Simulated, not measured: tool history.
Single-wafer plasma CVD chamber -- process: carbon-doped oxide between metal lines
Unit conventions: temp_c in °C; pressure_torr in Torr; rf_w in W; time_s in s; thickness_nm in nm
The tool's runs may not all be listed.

run  hour  temp_c  pressure_torr  rf_w  time_s  thickness_nm
  1     0     355           4.01   525    12.6        59.023
  2   1.6     355           4.01   525    12.6        58.966
  3   9.6     359           4.01   525    12.6        58.462
  4    17     364           4.01   525    12.6        57.429
  5  18.5     364           4.01   565    12.6         59.62
  6  26.8     364           3.67   565    12.6        58.919
  7  31.8     361           3.78   565    12.6        59.864
  8  34.3     358           3.86   565    12.6        60.256
  9  41.4     356           3.98   570    12.6        61.284

Expected results for the next run?
 10  49.6     354           4.06   570    12.6             ?

{"run 10": {"thickness_nm": 61.43}}
